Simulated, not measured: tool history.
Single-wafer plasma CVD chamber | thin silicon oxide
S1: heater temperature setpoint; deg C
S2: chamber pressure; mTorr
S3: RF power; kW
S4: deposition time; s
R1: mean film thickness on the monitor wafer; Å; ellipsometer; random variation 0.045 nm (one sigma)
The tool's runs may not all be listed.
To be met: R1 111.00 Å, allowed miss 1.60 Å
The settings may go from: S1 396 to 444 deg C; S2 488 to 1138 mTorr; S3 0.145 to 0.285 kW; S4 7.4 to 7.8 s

run    day   S1   S2     S3   S4      R1
  1  0.000  420  813  0.215  7.8  118.19
  2  0.071  415  813  0.215  7.8  117.89
  3  0.433  404  813  0.215  7.8  119.40
  4  0.754  404  792  0.215  7.8  116.37
  5  1.038  404  779  0.215  7.8  115.34
  6  1.146  404  902  0.215  7.8  127.43
  7  1.362  404  848  0.215  7.8  123.10
  8  1.575  404  812  0.215  7.8  119.05
  9  1.821  404  786  0.215  7.8  116.89
 10  2.042  404  766  0.215  7.8  114.72
 11  2.350  404  753  0.215  7.8  113.72

5 next moves are on the table. One of them brings every result within its allowed miss. Which?
  A  2.658  403  712  0.230  7.8   ?
  B  2.658  400  764  0.215  7.6   ?
  C  2.658  402  699  0.240  7.8   ?
  D  2.658  412  626  0.270  7.4   ?
  E  2.658  400  813  0.200  7.4   ?

move      R1
   A  113.65
   B  111.89
   C  114.98
   D  106.95
   E  108.61
A: as far off as the last run
B: meets every target
C: further off than the last run
D: takes the result that was furthest off past its target
E: takes the result that was furthest off past its target
Answer: B

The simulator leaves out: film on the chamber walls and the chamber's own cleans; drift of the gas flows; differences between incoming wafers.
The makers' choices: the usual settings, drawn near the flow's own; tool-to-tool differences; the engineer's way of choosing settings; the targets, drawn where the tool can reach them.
